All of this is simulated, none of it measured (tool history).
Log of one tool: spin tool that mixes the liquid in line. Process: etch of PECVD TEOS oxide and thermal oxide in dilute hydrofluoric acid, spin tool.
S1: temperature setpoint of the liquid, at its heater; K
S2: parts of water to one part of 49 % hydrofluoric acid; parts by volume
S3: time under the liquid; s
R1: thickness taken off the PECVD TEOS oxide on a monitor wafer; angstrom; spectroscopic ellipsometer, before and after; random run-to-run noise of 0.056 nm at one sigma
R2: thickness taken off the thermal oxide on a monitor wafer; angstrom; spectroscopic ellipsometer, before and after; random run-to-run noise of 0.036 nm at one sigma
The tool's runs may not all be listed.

run	day	S1	S2	S3	R1	R2
1	0.000	295.15	95	180	152.55	83.646
2	0.371	295.15	95	225	190.83	107.010
3	0.542	294.65	105	225	165.55	92.723
4	0.871	294.15	115	225	148.87	81.074
5	0.925	294.15	150	225	110.04	61.708
6	1.096	294.15	130	225	128.71	71.287
7	1.258	293.65	135	225	120.42	66.207

What will run 8 give?
8	1.446	293.15	140	225	?	?

Run 8 came out at R1 114.14 angstrom, R2 62.639 angstrom.
